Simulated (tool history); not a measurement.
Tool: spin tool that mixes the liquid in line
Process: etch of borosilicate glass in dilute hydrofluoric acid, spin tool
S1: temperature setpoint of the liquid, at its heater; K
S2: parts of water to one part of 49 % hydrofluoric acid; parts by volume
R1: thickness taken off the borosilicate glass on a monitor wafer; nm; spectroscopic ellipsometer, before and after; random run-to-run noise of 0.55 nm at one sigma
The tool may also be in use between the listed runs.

run 1 hour=0.0 | S1=294.15 S2=100 time_under_the_liquid_(s)=85 | R1=26.578
run 2 hour=1.3 | S1=295.65 S2=85 time_under_the_liquid_(s)=85 | R1=32.893
run 3 hour=9.7 | S1=297.65 S2=85 time_under_the_liquid_(s)=85 | R1=36.422
run 4 hour=10.2 | S1=297.65 S2=105 time_under_the_liquid_(s)=85 | R1=28.541
run 5 hour=12.1 | S1=297.65 S2=105 time_under_the_liquid_(s)=85 | R1=28.347
run 6 hour=13.8 | S1=297.65 S2=135 time_under_the_liquid_(s)=85 | R1=21.500
run 7 hour=16.2 | S1=298.65 S2=115 time_under_the_liquid_(s)=85 | R1=26.767
run 8 hour=18.5 | S1=299.15 S2=95 time_under_the_liquid_(s)=85 | R1=34.029

Estimate the outcome of run 9 from the log above:
run 9 hour=22.7 | S1=299.65 S2=80 time_under_the_liquid_(s)=85 | R1=?

R1: 41.703 nm
